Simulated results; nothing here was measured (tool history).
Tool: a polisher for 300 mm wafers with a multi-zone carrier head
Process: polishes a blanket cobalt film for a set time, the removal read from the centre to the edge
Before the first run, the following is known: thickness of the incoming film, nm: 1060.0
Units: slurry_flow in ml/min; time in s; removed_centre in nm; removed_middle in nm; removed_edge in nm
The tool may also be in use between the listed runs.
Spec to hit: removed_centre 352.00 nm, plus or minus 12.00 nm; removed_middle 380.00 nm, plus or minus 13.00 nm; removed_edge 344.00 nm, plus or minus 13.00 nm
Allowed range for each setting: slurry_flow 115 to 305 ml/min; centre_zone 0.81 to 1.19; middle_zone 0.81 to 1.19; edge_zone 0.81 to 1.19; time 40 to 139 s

run 1 hour=0.0 | slurry_flow=195 centre_zone=1.00 middle_zone=1.00 edge_zone=1.00 time=89 | removed_centre=441.95 removed_middle=453.61 removed_edge=436.46
run 2 hour=4.3 | slurry_flow=195 centre_zone=1.00 middle_zone=1.04 edge_zone=1.00 time=89 | removed_centre=446.37 removed_middle=459.55 removed_edge=436.20
run 3 hour=13.1 | slurry_flow=210 centre_zone=1.00 middle_zone=1.04 edge_zone=1.00 time=89 | removed_centre=449.97 removed_middle=469.51 removed_edge=443.03
run 4 hour=16.5 | slurry_flow=200 centre_zone=0.99 middle_zone=1.03 edge_zone=0.97 time=87 | removed_centre=430.09 removed_middle=456.06 removed_edge=419.75
run 5 hour=21.7 | slurry_flow=200 centre_zone=0.99 middle_zone=1.06 edge_zone=0.97 time=87 | removed_centre=436.00 removed_middle=454.15 removed_edge=424.93
run 6 hour=26.6 | slurry_flow=195 centre_zone=0.98 middle_zone=1.05 edge_zone=0.94 time=85 | removed_centre=413.70 removed_middle=444.89 removed_edge=405.55
run 7 hour=28.3 | slurry_flow=190 centre_zone=0.98 middle_zone=1.03 edge_zone=0.92 time=84 | removed_centre=414.13 removed_middle=441.79 removed_edge=396.28
run 8 hour=30.8 | slurry_flow=185 centre_zone=0.97 middle_zone=1.02 edge_zone=0.92 time=82 | removed_centre=387.11 removed_middle=417.61 removed_edge=384.67
run 9 hour=32.8 | slurry_flow=185 centre_zone=0.97 middle_zone=1.02 edge_zone=0.92 time=82 | removed_centre=392.98 removed_middle=424.31 removed_edge=379.85
run 10 hour=41.4 | slurry_flow=175 centre_zone=0.97 middle_zone=1.00 edge_zone=0.92 time=81 | removed_centre=388.21 removed_middle=397.30 removed_edge=369.35
run 11 hour=45.8 | slurry_flow=170 centre_zone=0.96 middle_zone=1.00 edge_zone=0.91 time=81 | removed_centre=380.23 removed_middle=401.41 removed_edge=372.83

Of the 4 settings listed for the next run, only one would bring every result within its allowed miss of target. Which one?
run A hour=50.2 | slurry_flow=175 centre_zone=0.90 middle_zone=1.05 edge_zone=0.94 time=71 | removed_centre=? removed_middle=? removed_edge=?
run B hour=50.2 | slurry_flow=195 centre_zone=0.84 middle_zone=1.06 edge_zone=0.94 time=80 | removed_centre=? removed_middle=? removed_edge=?
run C hour=50.2 | slurry_flow=180 centre_zone=0.94 middle_zone=0.99 edge_zone=0.85 time=76 | removed_centre=? removed_middle=? removed_edge=?
run D hour=50.2 | slurry_flow=185 centre_zone=0.96 middle_zone=1.01 edge_zone=0.94 time=81 | removed_centre=? removed_middle=? removed_edge=?

move=A removed_centre=320.73 removed_middle=364.59 removed_edge=334.63
move=B removed_centre=351.41 removed_middle=420.10 removed_edge=381.49
move=C removed_centre=355.26 removed_middle=377.67 removed_edge=343.37
move=D removed_centre=385.98 removed_middle=409.19 removed_edge=384.28
A: carries the result that was furthest off beyond its target, to the other side
B: the worst result of the last run now meets its target, but another is out of spec
C: every result lands within tolerance
D: moves away from the targets compared with the last run
The move that meets every target is C.
